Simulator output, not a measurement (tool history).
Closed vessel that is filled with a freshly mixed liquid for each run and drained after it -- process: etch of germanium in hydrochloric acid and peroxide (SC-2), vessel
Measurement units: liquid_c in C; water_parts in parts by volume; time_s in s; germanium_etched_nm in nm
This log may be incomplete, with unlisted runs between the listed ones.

run	hour	liquid_c	water_parts	time_s	germanium_etched_nm
1	0	46	11.5	100	207.25
2	4.4	48	11.5	100	220.6
3	6.3	49.5	11.5	100	231.89
4	14.7	51	11.5	100	240.08
5	19.2	51	14	100	237.37
6	27.9	52.5	14	100	249.73
7	30.2	53.5	14	100	255.72

Forecast run 8:
8	32.6	53.5	14	100	?

{"run 8": {"germanium_etched_nm": 255.68}}
